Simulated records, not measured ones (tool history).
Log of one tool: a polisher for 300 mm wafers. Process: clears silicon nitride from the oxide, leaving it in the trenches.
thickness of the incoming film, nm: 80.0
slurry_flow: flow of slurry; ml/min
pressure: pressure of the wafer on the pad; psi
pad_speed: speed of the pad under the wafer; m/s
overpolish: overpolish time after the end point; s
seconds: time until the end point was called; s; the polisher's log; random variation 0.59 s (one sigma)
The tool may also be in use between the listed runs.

run	hour	slurry_flow	pressure	pad_speed	overpolish	seconds
1	0	305	1.8	1.18	49	95.999
2	2.4	305	2	1.18	49	86.421
3	4.2	305	2	1.02	49	98.086
4	11.9	305	1.6	1.02	49	122.83
5	20.9	305	1.9	1.02	49	103.15
6	26.1	305	2.3	1.02	49	85.68
7	30.4	305	2.4	1.02	49	82.566

Forecast run 8:
8	37.9	305	2.5	1.02	49	?

seconds: 78.359 s
